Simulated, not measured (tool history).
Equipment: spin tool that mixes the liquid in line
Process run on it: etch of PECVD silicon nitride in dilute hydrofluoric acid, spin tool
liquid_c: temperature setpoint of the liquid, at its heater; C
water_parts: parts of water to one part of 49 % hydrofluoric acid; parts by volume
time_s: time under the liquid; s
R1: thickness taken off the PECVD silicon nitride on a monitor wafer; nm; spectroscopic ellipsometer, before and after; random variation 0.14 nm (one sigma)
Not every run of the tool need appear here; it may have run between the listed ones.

run 1 hour=0 | liquid_c=25 water_parts=45 time_s=320 | R1=18.612
run 2 hour=6.3 | liquid_c=25 water_parts=45 time_s=345 | R1=19.933
run 3 hour=10.4 | liquid_c=24 water_parts=45 time_s=345 | R1=18.654
run 4 hour=11 | liquid_c=23.5 water_parts=45 time_s=345 | R1=18.382
run 5 hour=17.8 | liquid_c=23 water_parts=45 time_s=345 | R1=18.045
run 6 hour=25.4 | liquid_c=25.5 water_parts=45 time_s=345 | R1=20.718
run 7 hour=33.5 | liquid_c=24.5 water_parts=45 time_s=345 | R1=19.476
run 8 hour=34.7 | liquid_c=24.5 water_parts=45 time_s=345 | R1=19.868

Forecast run 9:
run 9 hour=35.4 | liquid_c=20.5 water_parts=45 time_s=345 | R1=?

{"run 9": {"R1": 14.893}}
